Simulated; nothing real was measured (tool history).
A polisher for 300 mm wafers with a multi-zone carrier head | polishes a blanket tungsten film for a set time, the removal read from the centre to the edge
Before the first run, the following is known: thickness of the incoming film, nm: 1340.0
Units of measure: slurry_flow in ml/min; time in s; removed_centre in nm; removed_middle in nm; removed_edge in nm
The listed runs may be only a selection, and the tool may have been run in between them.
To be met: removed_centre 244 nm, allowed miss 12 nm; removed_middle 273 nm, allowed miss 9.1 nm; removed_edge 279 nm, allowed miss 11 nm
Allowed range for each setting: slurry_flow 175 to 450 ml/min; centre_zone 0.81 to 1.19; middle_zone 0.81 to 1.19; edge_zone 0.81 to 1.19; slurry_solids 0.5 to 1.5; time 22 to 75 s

{"run": 1, "hour": 0.0, "slurry_flow": 290, "centre_zone": 1, "middle_zone": 1, "edge_zone": 1, "slurry_solids": 1, "time": 48, "removed_centre": 303.14, "removed_middle": 296.63, "removed_edge": 305.33}
{"run": 2, "hour": 2.0, "slurry_flow": 285, "centre_zone": 0.97, "middle_zone": 1, "edge_zone": 0.99, "slurry_solids": 0.95, "time": 48, "removed_centre": 281.45, "removed_middle": 291.81, "removed_edge": 292.01}
{"run": 3, "hour": 4.7, "slurry_flow": 285, "centre_zone": 0.97, "middle_zone": 0.94, "edge_zone": 0.99, "slurry_solids": 0.95, "time": 48, "removed_centre": 281.03, "removed_middle": 282.19, "removed_edge": 292.03}
{"run": 4, "hour": 9.5, "slurry_flow": 285, "centre_zone": 0.97, "middle_zone": 0.94, "edge_zone": 0.91, "slurry_solids": 0.95, "time": 48, "removed_centre": 280.83, "removed_middle": 277.55, "removed_edge": 278.87}
{"run": 5, "hour": 15.7, "slurry_flow": 285, "centre_zone": 0.97, "middle_zone": 0.94, "edge_zone": 0.91, "slurry_solids": 0.95, "time": 59, "removed_centre": 347.35, "removed_middle": 343.89, "removed_edge": 338.72}
{"run": 6, "hour": 17.8, "slurry_flow": 230, "centre_zone": 0.97, "middle_zone": 0.94, "edge_zone": 0.91, "slurry_solids": 0.95, "time": 59, "removed_centre": 347.25, "removed_middle": 326.81, "removed_edge": 336.79}
{"run": 7, "hour": 26.6, "slurry_flow": 235, "centre_zone": 0.94, "middle_zone": 0.93, "edge_zone": 0.91, "slurry_solids": 0.85, "time": 59, "removed_centre": 323.14, "removed_middle": 319.11, "removed_edge": 327.94}
{"run": 8, "hour": 32.9, "slurry_flow": 240, "centre_zone": 0.92, "middle_zone": 0.92, "edge_zone": 0.9, "slurry_solids": 0.8, "time": 59, "removed_centre": 306.64, "removed_middle": 308.7, "removed_edge": 323.91}
{"run": 9, "hour": 34.5, "slurry_flow": 250, "centre_zone": 0.91, "middle_zone": 0.92, "edge_zone": 0.89, "slurry_solids": 0.75, "time": 58, "removed_centre": 291.33, "removed_middle": 306.85, "removed_edge": 314.29}
{"run": 10, "hour": 39.3, "slurry_flow": 250, "centre_zone": 0.9, "middle_zone": 0.91, "edge_zone": 0.88, "slurry_solids": 0.7, "time": 58, "removed_centre": 287.49, "removed_middle": 301.41, "removed_edge": 297.94}
{"run": 11, "hour": 41.9, "slurry_flow": 245, "centre_zone": 0.88, "middle_zone": 0.9, "edge_zone": 0.88, "slurry_solids": 0.7, "time": 58, "removed_centre": 281.88, "removed_middle": 295.94, "removed_edge": 300.79}
{"run": 12, "hour": 48.8, "slurry_flow": 240, "centre_zone": 0.87, "middle_zone": 0.9, "edge_zone": 0.88, "slurry_solids": 0.65, "time": 58, "removed_centre": 258.75, "removed_middle": 282.15, "removed_edge": 294.78}

Below are 5 possible settings for the next run. Only one of them brings all results inside the allowed miss of their targets. Which is it?
{"run": "A", "hour": 55.7, "slurry_flow": 325, "centre_zone": 0.82, "middle_zone": 1.06, "edge_zone": 0.86, "slurry_solids": 0.6, "time": 58, "removed_centre": "?", "removed_middle": "?", "removed_edge": "?"}
{"run": "B", "hour": 55.7, "slurry_flow": 265, "centre_zone": 0.83, "middle_zone": 0.92, "edge_zone": 0.89, "slurry_solids": 0.55, "time": 58, "removed_centre": "?", "removed_middle": "?", "removed_edge": "?"}
{"run": "C", "hour": 55.7, "slurry_flow": 175, "centre_zone": 0.94, "middle_zone": 0.87, "edge_zone": 1.01, "slurry_solids": 0.6, "time": 59, "removed_centre": "?", "removed_middle": "?", "removed_edge": "?"}
{"run": "D", "hour": 55.7, "slurry_flow": 295, "centre_zone": 0.9, "middle_zone": 0.96, "edge_zone": 0.88, "slurry_solids": 0.55, "time": 61, "removed_centre": "?", "removed_middle": "?", "removed_edge": "?"}
{"run": "E", "hour": 55.7, "slurry_flow": 225, "centre_zone": 0.89, "middle_zone": 0.84, "edge_zone": 0.87, "slurry_solids": 0.65, "time": 60, "removed_centre": "?", "removed_middle": "?", "removed_edge": "?"}

move=A removed_centre=255.96 removed_middle=318.39 removed_edge=288.27
move=B removed_centre=245.88 removed_middle=275.37 removed_edge=280.29
move=C removed_centre=275.21 removed_middle=263.58 removed_edge=299.42
move=D removed_centre=284.06 removed_middle=301.05 removed_edge=295.6
move=E removed_centre=282.68 removed_middle=278.77 removed_edge=299.66
A: puts the biggest miss on target and leaves a different result outside tolerance
B: every result lands within tolerance
C: misses by more than the last run did
D: misses by more than the last run did
E: misses by more than the last run did
B is the move that brings every result within its allowed miss.
